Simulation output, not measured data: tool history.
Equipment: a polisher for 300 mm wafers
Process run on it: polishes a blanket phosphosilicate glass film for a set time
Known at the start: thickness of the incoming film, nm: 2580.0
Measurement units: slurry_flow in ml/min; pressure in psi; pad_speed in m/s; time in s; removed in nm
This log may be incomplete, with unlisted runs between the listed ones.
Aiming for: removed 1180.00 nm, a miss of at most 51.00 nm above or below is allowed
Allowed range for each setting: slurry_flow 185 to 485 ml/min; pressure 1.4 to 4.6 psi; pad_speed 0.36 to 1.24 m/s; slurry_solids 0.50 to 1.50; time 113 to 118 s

{"run": 1, "day": 0.0, "slurry_flow": 310, "pressure": 3.0, "pad_speed": 0.8, "slurry_solids": 1.0, "time": 113, "removed": 586.56}
{"run": 2, "day": 0.325, "slurry_flow": 310, "pressure": 3.0, "pad_speed": 0.8, "slurry_solids": 1.0, "time": 113, "removed": 609.85}
{"run": 3, "day": 0.646, "slurry_flow": 250, "pressure": 3.0, "pad_speed": 0.8, "slurry_solids": 1.0, "time": 113, "removed": 598.27}
{"run": 4, "day": 0.842, "slurry_flow": 250, "pressure": 3.4, "pad_speed": 0.84, "slurry_solids": 1.0, "time": 113, "removed": 690.3}
{"run": 5, "day": 0.867, "slurry_flow": 250, "pressure": 3.4, "pad_speed": 0.84, "slurry_solids": 1.0, "time": 113, "removed": 679.07}
{"day": 1.125, "done": "slurry blender recalibrated"}
{"run": 6, "day": 1.125, "slurry_flow": 250, "pressure": 2.7, "pad_speed": 0.84, "slurry_solids": 1.0, "time": 113, "removed": 620.91}
{"run": 7, "day": 1.183, "slurry_flow": 250, "pressure": 3.1, "pad_speed": 0.94, "slurry_solids": 1.0, "time": 113, "removed": 766.16}
{"run": 8, "day": 1.238, "slurry_flow": 250, "pressure": 3.4, "pad_speed": 0.98, "slurry_solids": 1.0, "time": 113, "removed": 845.57}
{"run": 9, "day": 1.525, "slurry_flow": 250, "pressure": 4.2, "pad_speed": 1.04, "slurry_solids": 1.0, "time": 113, "removed": 1118.3}
{"run": 10, "day": 1.583, "slurry_flow": 250, "pressure": 4.2, "pad_speed": 1.04, "slurry_solids": 1.0, "time": 113, "removed": 1083.5}

Next run, 5 choices. One meets every target within its allowed miss, the rest don't. Which?
{"run": "A", "day": 1.642, "slurry_flow": 260, "pressure": 3.7, "pad_speed": 1.02, "slurry_solids": 1.05, "time": 113, "removed": "?"}
{"run": "B", "day": 1.642, "slurry_flow": 280, "pressure": 3.7, "pad_speed": 1.02, "slurry_solids": 0.95, "time": 116, "removed": "?"}
{"run": "C", "day": 1.642, "slurry_flow": 235, "pressure": 4.2, "pad_speed": 1.06, "slurry_solids": 1.05, "time": 116, "removed": "?"}
{"run": "D", "day": 1.642, "slurry_flow": 255, "pressure": 3.9, "pad_speed": 1.04, "slurry_solids": 0.85, "time": 115, "removed": "?"}
{"run": "E", "day": 1.642, "slurry_flow": 230, "pressure": 4.3, "pad_speed": 1.06, "slurry_solids": 0.9, "time": 114, "removed": "?"}

move=A removed=990.87
move=B removed=975.27
move=C removed=1170.00
move=D removed=964.72
move=E removed=1087.40
A: moves away from the targets compared with the last run
B: moves away from the targets compared with the last run
C: meets every target
D: moves away from the targets compared with the last run
E: roughly where the last run was
C meets every target.

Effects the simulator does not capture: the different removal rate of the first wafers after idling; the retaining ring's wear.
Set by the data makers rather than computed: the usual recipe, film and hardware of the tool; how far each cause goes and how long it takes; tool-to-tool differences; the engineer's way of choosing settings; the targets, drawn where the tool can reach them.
